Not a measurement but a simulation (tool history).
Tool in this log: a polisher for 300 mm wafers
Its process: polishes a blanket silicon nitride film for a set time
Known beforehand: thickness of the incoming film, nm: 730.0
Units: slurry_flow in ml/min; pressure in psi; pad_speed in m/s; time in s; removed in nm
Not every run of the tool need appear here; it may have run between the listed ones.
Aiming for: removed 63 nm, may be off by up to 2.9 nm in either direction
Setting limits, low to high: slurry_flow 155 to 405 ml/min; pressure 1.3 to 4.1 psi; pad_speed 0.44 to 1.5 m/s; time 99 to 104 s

| run | hour | slurry_flow | pressure | pad_speed | time | removed |
|---|---|---|---|---|---|---|
| 1 | 0 | 260 | 2.7 | 0.96 | 99 | 113.18 |
| 2 | 5 | 260 | 2.7 | 0.78 | 99 | 92.639 |
| 3 | 7.5 | 260 | 2.6 | 0.78 | 99 | 89.542 |
| 4 | 9.8 | 260 | 2.6 | 0.78 | 104 | 98.782 |
|  | 13.2 | worn pad replaced by a new one |
| 5 | 13.2 | 290 | 2.6 | 0.78 | 104 | 103.29 |
| 6 | 19.1 | 290 | 3 | 0.78 | 104 | 118.42 |
| 7 | 20 | 280 | 2.8 | 0.78 | 104 | 111.18 |
| 8 | 26.1 | 270 | 2.6 | 0.78 | 104 | 101.43 |
| 9 | 30.7 | 265 | 2.4 | 0.78 | 104 | 97.868 |
| 10 | 36.6 | 260 | 2.2 | 0.76 | 104 | 87.708 |
| 11 | 44.5 | 255 | 2.1 | 0.76 | 104 | 83.281 |
| 12 | 45.9 | 250 | 2 | 0.76 | 104 | 79.062 |
| 13 | 47.3 | 250 | 2 | 0.76 | 104 | 78.995 |
| 14 | 55.3 | 245 | 1.9 | 0.76 | 104 | 75.752 |

Consider the 4 candidate settings below. Which is the only one whose results all fall within their allowed miss of target?
| A | 63.3 | 245 | 1.9 | 0.88 | 100 | ? |
| B | 63.3 | 185 | 2 | 0.72 | 101 | ? |
| C | 63.3 | 180 | 2.2 | 0.92 | 102 | ? |
| D | 63.3 | 200 | 2.1 | 0.6 | 99 | ? |

| move | removed |
|---|---|
| A | 81.097 |
| B | 71.553 |
| C | 96.098 |
| D | 63.954 |
A: its largest miss is bigger than the last run's
B: nearer the targets than the last run, but a result is still out of spec
C: its largest miss is bigger than the last run's
D: each result inside its tolerance
Move D is the one to make.
